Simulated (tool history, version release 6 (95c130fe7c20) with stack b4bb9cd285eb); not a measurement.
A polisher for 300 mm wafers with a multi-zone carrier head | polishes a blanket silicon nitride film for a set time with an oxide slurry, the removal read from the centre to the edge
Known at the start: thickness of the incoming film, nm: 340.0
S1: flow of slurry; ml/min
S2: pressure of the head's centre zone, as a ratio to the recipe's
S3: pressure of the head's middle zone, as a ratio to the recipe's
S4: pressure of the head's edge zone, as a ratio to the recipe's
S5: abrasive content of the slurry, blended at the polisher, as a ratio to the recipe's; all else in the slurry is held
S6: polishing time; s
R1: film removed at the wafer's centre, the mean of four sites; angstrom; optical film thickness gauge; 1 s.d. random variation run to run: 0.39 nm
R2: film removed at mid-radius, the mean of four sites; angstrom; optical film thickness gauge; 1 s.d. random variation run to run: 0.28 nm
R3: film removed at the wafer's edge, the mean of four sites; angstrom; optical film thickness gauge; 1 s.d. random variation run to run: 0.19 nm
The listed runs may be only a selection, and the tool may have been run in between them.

run    day   S1    S2    S3    S4   S5  S6      R1      R2      R3
  1      0  270     1     1     1    1  76  393.16  377.64  382.47
  2  0.075  270     1     1  0.94    1  76  394.18  377.35  370.95
  3  0.229  265     1  0.98  0.92  0.9  75  368.95  361.47  349.94
  4  0.425  265  0.92  0.98  0.92  0.9  75  341.34  350.22  347.05
  5    0.6  265  0.95  0.95   0.9  0.8  74  335.91  326.46   323.6
  6  0.838  265  0.95  0.95  0.85  0.8  74     337  328.31   315.3

What will run 7 give?
  7  1.025  265  0.95  0.93  0.84  0.75  74   ?   ?   ?

R1: 324.68 angstrom
R2: 315.85 angstrom
R3: 306.6 angstrom
